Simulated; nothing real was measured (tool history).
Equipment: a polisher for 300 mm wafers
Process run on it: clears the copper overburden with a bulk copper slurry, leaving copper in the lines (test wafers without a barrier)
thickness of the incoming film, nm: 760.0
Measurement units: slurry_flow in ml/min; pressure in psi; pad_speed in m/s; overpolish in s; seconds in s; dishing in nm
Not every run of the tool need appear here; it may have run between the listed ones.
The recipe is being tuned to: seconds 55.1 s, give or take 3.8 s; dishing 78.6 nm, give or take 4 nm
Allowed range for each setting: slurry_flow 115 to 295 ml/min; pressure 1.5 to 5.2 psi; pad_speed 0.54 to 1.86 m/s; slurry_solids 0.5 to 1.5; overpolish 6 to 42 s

Run 1, hour 0: slurry_flow 190 ml/min, pressure 3.3 psi, pad_speed 1.18 m/s, slurry_solids 1, overpolish 21 s. Result: seconds 52.758 s, dishing 95.444 nm.
Run 2, hour 7.1: slurry_flow 190 ml/min, pressure 3.3 psi, pad_speed 1.18 m/s, slurry_solids 0.85, overpolish 21 s. Result: seconds 54.239 s, dishing 92.967 nm.
Run 3, hour 13.7: slurry_flow 190 ml/min, pressure 3.3 psi, pad_speed 1.48 m/s, slurry_solids 0.85, overpolish 21 s. Result: seconds 44.94 s, dishing 100.31 nm.
Run 4, hour 15.1: slurry_flow 190 ml/min, pressure 3.2 psi, pad_speed 1.48 m/s, slurry_solids 0.85, overpolish 20 s. Result: seconds 47.089 s, dishing 99.658 nm.
Run 5, hour 22.2: slurry_flow 190 ml/min, pressure 3.2 psi, pad_speed 1.48 m/s, slurry_solids 0.85, overpolish 19 s. Result: seconds 49.546 s, dishing 96.387 nm.
Run 6, hour 27.5: slurry_flow 190 ml/min, pressure 3.2 psi, pad_speed 1.68 m/s, slurry_solids 0.85, overpolish 19 s. Result: seconds 42.152 s, dishing 101.2 nm.
Run 7, hour 30: slurry_flow 190 ml/min, pressure 3.1 psi, pad_speed 1.68 m/s, slurry_solids 0.85, overpolish 18 s. Result: seconds 43.541 s, dishing 95.321 nm.
Run 8, hour 37.7: slurry_flow 190 ml/min, pressure 3 psi, pad_speed 1.68 m/s, slurry_solids 0.85, overpolish 18 s. Result: seconds 45.932 s, dishing 96.33 nm.
Run 9, hour 40.1: slurry_flow 190 ml/min, pressure 3 psi, pad_speed 1.68 m/s, slurry_solids 0.85, overpolish 17 s. Result: seconds 44.865 s, dishing 91.428 nm.
Run 10, hour 42.9: slurry_flow 190 ml/min, pressure 2.9 psi, pad_speed 1.68 m/s, slurry_solids 0.85, overpolish 17 s. Result: seconds 46.764 s, dishing 92.541 nm.
Run 11, hour 50.8: slurry_flow 190 ml/min, pressure 2.8 psi, pad_speed 1.68 m/s, slurry_solids 0.85, overpolish 16 s. Result: seconds 48.853 s, dishing 88.227 nm.

Exactly one of the 4 candidate moves below puts every result within its allowed miss. Which one?
Run A, hour 58.7: slurry_flow 220 ml/min, pressure 2.8 psi, pad_speed 1.56 m/s, slurry_solids 0.65, overpolish 22 s. Result: seconds ?, dishing ?.
Run B, hour 58.7: slurry_flow 195 ml/min, pressure 2.7 psi, pad_speed 1.72 m/s, slurry_solids 0.85, overpolish 19 s. Result: seconds ?, dishing ?.
Run C, hour 58.7: slurry_flow 220 ml/min, pressure 2.7 psi, pad_speed 1.66 m/s, slurry_solids 0.55, overpolish 15 s. Result: seconds ?, dishing ?.
Run D, hour 58.7: slurry_flow 165 ml/min, pressure 2.6 psi, pad_speed 1.54 m/s, slurry_solids 0.95, overpolish 20 s. Result: seconds ?, dishing ?.

move  seconds  dishing
   A   52.685   96.194
   B   47.605   94.098
   C   53.926   80.855
   D   54.313   90.778
A: its largest miss is bigger than the last run's
B: its largest miss is bigger than the last run's
C: all results land within tolerance of their targets
D: its largest miss is bigger than the last run's
The right move is C.
